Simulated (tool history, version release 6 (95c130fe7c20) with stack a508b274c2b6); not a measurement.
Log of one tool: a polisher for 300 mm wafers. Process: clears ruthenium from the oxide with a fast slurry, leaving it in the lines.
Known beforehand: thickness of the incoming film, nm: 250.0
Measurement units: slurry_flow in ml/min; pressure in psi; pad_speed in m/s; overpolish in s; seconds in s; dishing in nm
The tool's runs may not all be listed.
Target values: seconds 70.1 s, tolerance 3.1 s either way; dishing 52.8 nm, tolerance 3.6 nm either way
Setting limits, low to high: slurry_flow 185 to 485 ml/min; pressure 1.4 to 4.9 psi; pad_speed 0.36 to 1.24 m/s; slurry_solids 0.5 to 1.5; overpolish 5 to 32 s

Run 1, hour 0: slurry_flow 310 ml/min, pressure 3.1 psi, pad_speed 0.8 m/s, slurry_solids 1, overpolish 16 s. Result: seconds 52.966 s, dishing 60.041 nm.
Run 2, hour 7.1: slurry_flow 310 ml/min, pressure 3.1 psi, pad_speed 0.8 m/s, slurry_solids 0.85, overpolish 16 s. Result: seconds 59.62 s, dishing 55.905 nm.
Run 3, hour 9.6: slurry_flow 310 ml/min, pressure 3.1 psi, pad_speed 0.88 m/s, slurry_solids 0.85, overpolish 16 s. Result: seconds 53.835 s, dishing 58.552 nm.
Run 4, hour 16.5: slurry_flow 310 ml/min, pressure 2.8 psi, pad_speed 0.88 m/s, slurry_solids 0.85, overpolish 16 s. Result: seconds 59.861 s, dishing 54.315 nm.
Run 5, hour 20.1: slurry_flow 310 ml/min, pressure 2.8 psi, pad_speed 0.88 m/s, slurry_solids 0.85, overpolish 20 s. Result: seconds 59.006 s, dishing 68.266 nm.
Run 6, hour 25.7: slurry_flow 375 ml/min, pressure 2.8 psi, pad_speed 0.88 m/s, slurry_solids 0.85, overpolish 20 s. Result: seconds 56.609 s, dishing 65.388 nm.
Run 7, hour 34.3: slurry_flow 340 ml/min, pressure 2.1 psi, pad_speed 0.88 m/s, slurry_solids 0.85, overpolish 18 s. Result: seconds 73.954 s, dishing 50.357 nm.
Run 8, hour 35.5: slurry_flow 345 ml/min, pressure 2.1 psi, pad_speed 0.88 m/s, slurry_solids 0.85, overpolish 18 s. Result: seconds 73.988 s, dishing 49.835 nm.
Run 9, hour 36.9: slurry_flow 345 ml/min, pressure 2.1 psi, pad_speed 0.88 m/s, slurry_solids 0.85, overpolish 18 s. Result: seconds 75.292 s, dishing 51.442 nm.
Run 10, hour 45.6: slurry_flow 345 ml/min, pressure 2.4 psi, pad_speed 0.88 m/s, slurry_solids 0.85, overpolish 17 s. Result: seconds 66.671 s, dishing 50.816 nm.
Run 11, hour 46.8: slurry_flow 335 ml/min, pressure 2.4 psi, pad_speed 0.88 m/s, slurry_solids 0.85, overpolish 17 s. Result: seconds 68.032 s, dishing 52.856 nm.
Run 12, hour 54.8: slurry_flow 335 ml/min, pressure 2.4 psi, pad_speed 0.88 m/s, slurry_solids 0.85, overpolish 17 s. Result: seconds 65.426 s, dishing 51.126 nm.
Run 13, hour 62: slurry_flow 335 ml/min, pressure 2.4 psi, pad_speed 0.88 m/s, slurry_solids 0.85, overpolish 17 s. Result: seconds 66.43 s, dishing 51.541 nm.
Run 14, hour 70.4: slurry_flow 325 ml/min, pressure 2.4 psi, pad_speed 0.88 m/s, slurry_solids 0.85, overpolish 17 s. Result: seconds 66.919 s, dishing 51.373 nm.

Which one of the following 4 next-run settings gets every result inside its allowed miss? There is exactly one.
Run A, hour 78.8: slurry_flow 355 ml/min, pressure 2.4 psi, pad_speed 0.68 m/s, slurry_solids 1.15, overpolish 18 s. Result: seconds ?, dishing ?.
Run B, hour 78.8: slurry_flow 355 ml/min, pressure 2.1 psi, pad_speed 0.88 m/s, slurry_solids 1.05, overpolish 15 s. Result: seconds ?, dishing ?.
Run C, hour 78.8: slurry_flow 385 ml/min, pressure 2.4 psi, pad_speed 0.86 m/s, slurry_solids 0.95, overpolish 15 s. Result: seconds ?, dishing ?.
Run D, hour 78.8: slurry_flow 370 ml/min, pressure 2.3 psi, pad_speed 1 m/s, slurry_solids 0.8, overpolish 14 s. Result: seconds ?, dishing ?.

move  seconds  dishing
   A   70.684   52.265
   B   64.355   48.681
   C   62.687   49.725
   D    63.59   46.468
A: hits every target within its allowed miss
B: moves away from the targets compared with the last run
C: moves away from the targets compared with the last run
D: moves away from the targets compared with the last run
Move A is the one to make.

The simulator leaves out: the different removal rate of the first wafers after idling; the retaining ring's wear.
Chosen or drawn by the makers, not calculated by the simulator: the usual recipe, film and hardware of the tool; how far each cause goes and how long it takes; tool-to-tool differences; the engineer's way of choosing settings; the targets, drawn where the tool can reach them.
